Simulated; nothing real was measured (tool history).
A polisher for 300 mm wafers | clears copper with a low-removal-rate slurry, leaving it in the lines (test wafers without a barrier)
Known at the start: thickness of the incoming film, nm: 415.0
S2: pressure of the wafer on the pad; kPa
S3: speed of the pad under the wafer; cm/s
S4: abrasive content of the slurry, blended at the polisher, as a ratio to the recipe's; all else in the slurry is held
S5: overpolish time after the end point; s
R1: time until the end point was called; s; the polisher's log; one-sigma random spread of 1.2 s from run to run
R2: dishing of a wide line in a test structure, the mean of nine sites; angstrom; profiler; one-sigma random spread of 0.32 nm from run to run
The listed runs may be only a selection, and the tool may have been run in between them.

{"run": 1, "hour": 0.0, "flow of slurry (ml/min)": 165, "S2": 19.3, "S3": 140, "S4": 1, "S5": 9, "R1": 98.138, "R2": 304.08}
{"run": 2, "hour": 3.2, "flow of slurry (ml/min)": 165, "S2": 19.3, "S3": 140, "S4": 1.2, "S5": 9, "R1": 92.662, "R2": 310.32}
{"run": 3, "hour": 8.1, "flow of slurry (ml/min)": 165, "S2": 19.3, "S3": 122, "S4": 1.2, "S5": 9, "R1": 105.72, "R2": 273.67}
{"run": 4, "hour": 15.1, "flow of slurry (ml/min)": 165, "S2": 19.3, "S3": 122, "S4": 1.35, "S5": 9, "R1": 103.18, "R2": 275.4}
{"run": 5, "hour": 21.8, "flow of slurry (ml/min)": 170, "S2": 18.6, "S3": 122, "S4": 1.4, "S5": 8, "R1": 106.43, "R2": 251.31}
{"run": 6, "hour": 29.8, "flow of slurry (ml/min)": 170, "S2": 15.2, "S3": 122, "S4": 1.4, "S5": 8, "R1": 124.95, "R2": 209.23}
{"run": 7, "hour": 37.3, "flow of slurry (ml/min)": 175, "S2": 15.9, "S3": 122, "S4": 1.4, "S5": 8, "R1": 119.34, "R2": 230.23}
{"run": 8, "hour": 41.4, "flow of slurry (ml/min)": 180, "S2": 16.5, "S3": 122, "S4": 1.4, "S5": 8, "R1": 114.86, "R2": 231.09}
{"run": 9, "hour": 46.1, "flow of slurry (ml/min)": 185, "S2": 16.5, "S3": 122, "S4": 1.4, "S5": 8, "R1": 116.52, "R2": 234.65}

For run 10, what comes out?
{"run": 10, "hour": 51.4, "flow of slurry (ml/min)": 190, "S2": 17.9, "S3": 122, "S4": 1.4, "S5": 6, "R1": "?", "R2": "?"}

{"run 10": {"R1": 107.1, "R2": 188.69}}

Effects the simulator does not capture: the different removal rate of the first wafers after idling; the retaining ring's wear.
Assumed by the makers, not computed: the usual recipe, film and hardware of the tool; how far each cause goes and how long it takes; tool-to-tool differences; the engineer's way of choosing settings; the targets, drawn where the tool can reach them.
